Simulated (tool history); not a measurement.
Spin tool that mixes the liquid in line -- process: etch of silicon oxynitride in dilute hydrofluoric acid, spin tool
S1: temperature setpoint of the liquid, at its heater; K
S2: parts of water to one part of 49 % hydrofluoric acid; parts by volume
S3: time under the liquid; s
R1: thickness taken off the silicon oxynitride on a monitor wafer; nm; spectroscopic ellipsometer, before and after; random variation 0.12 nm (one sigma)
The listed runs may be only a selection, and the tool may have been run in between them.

run  hour      S1  S2   S3      R1
  1     0  299.15  65  300  15.034
  2   4.1  299.15  65  325   16.27
  3   8.3  298.15  65  325  15.559
  4  11.4  298.15  45  325  22.599
  5  18.2  298.15  65  325  15.489
  6  26.1  298.15  55  325  18.354
  7  33.7  297.15  55  325   17.69
  8  42.7  296.15  55  325  16.802
  9  46.6  295.15  55  325  15.881
 10  50.2  294.65  55  325  15.648

What does the tool deliver on the next run?
 11  57.5  294.15  55  325   ?

{"run 11": {"R1": 14.957}}
